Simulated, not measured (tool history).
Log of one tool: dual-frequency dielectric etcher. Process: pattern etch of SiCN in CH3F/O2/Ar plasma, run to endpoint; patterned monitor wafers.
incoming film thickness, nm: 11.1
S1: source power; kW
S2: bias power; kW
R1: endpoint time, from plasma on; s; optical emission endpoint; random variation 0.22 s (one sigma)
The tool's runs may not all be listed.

| run | hour | S1 | S2 | R1 |
|---|---|---|---|---|
| 1 | 0.0 | 0.340 | 0.086 | 29.695 |
| 2 | 2.5 | 0.340 | 0.073 | 32.346 |
| 3 | 8.5 | 0.340 | 0.086 | 30.362 |
| 4 | 16.1 | 0.300 | 0.086 | 31.451 |
| 5 | 22.8 | 0.310 | 0.087 | 30.508 |
| 6 | 25.0 | 0.320 | 0.089 | 30.150 |
| 7 | 31.2 | 0.330 | 0.090 | 30.305 |
| 8 | 33.9 | 0.340 | 0.093 | 29.059 |

The next listed run, before its measurement:
| 9 | 40.3 | 0.350 | 0.094 | ? |

R1: 29.073 s
